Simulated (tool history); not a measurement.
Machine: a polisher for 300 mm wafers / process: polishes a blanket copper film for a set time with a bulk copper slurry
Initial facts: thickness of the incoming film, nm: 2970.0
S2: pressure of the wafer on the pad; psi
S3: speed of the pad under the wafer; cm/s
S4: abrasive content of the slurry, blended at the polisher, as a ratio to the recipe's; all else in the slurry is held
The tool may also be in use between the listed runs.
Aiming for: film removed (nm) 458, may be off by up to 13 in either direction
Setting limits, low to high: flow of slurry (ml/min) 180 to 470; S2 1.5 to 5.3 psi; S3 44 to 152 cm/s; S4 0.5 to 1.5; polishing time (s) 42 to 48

{"run": 1, "hour": 0.0, "flow of slurry (ml/min)": 300, "S2": 3.4, "S3": 98, "S4": 1, "polishing time (s)": 48, "film removed (nm)": 565.55}
{"run": 2, "hour": 1.3, "flow of slurry (ml/min)": 300, "S2": 3.2, "S3": 98, "S4": 1, "polishing time (s)": 48, "film removed (nm)": 538.28}
{"run": 3, "hour": 6.9, "flow of slurry (ml/min)": 300, "S2": 3.1, "S3": 98, "S4": 1, "polishing time (s)": 48, "film removed (nm)": 519.8}
{"run": 4, "hour": 8.7, "flow of slurry (ml/min)": 300, "S2": 3, "S3": 98, "S4": 1, "polishing time (s)": 48, "film removed (nm)": 501.76}
{"run": 5, "hour": 13.2, "flow of slurry (ml/min)": 300, "S2": 3, "S3": 98, "S4": 1, "polishing time (s)": 48, "film removed (nm)": 500.04}
{"run": 6, "hour": 18.6, "flow of slurry (ml/min)": 300, "S2": 3, "S3": 98, "S4": 1.1, "polishing time (s)": 48, "film removed (nm)": 511.74}
{"run": 7, "hour": 19.8, "flow of slurry (ml/min)": 300, "S2": 2.9, "S3": 98, "S4": 1.1, "polishing time (s)": 48, "film removed (nm)": 493.45}
{"run": 8, "hour": 28.6, "flow of slurry (ml/min)": 300, "S2": 2.8, "S3": 98, "S4": 1.1, "polishing time (s)": 48, "film removed (nm)": 485.2}

Of the 5 settings listed for the next run, only one would bring every result within its allowed miss of target. Which one?
{"run": "A", "hour": 37.4, "flow of slurry (ml/min)": 180, "S2": 3.4, "S3": 104, "S4": 0.75, "polishing time (s)": 42, "film removed (nm)": "?"}
{"run": "B", "hour": 37.4, "flow of slurry (ml/min)": 280, "S2": 2.8, "S3": 108, "S4": 1.1, "polishing time (s)": 45, "film removed (nm)": "?"}
{"run": "C", "hour": 37.4, "flow of slurry (ml/min)": 285, "S2": 2.5, "S3": 110, "S4": 1.4, "polishing time (s)": 48, "film removed (nm)": "?"}
{"run": "D", "hour": 37.4, "flow of slurry (ml/min)": 335, "S2": 3.1, "S3": 104, "S4": 1.2, "polishing time (s)": 42, "film removed (nm)": "?"}
{"run": "E", "hour": 37.4, "flow of slurry (ml/min)": 365, "S2": 3.4, "S3": 96, "S4": 1.15, "polishing time (s)": 42, "film removed (nm)": "?"}

move=A film_removed_(nm)=459.75
move=B film_removed_(nm)=484.05
move=C film_removed_(nm)=495.39
move=D film_removed_(nm)=500.2
move=E film_removed_(nm)=510.82
A: every result lands within tolerance
B: about as far from the targets as the last run
C: further off than the last run
D: further off than the last run
E: further off than the last run
The right move is A.
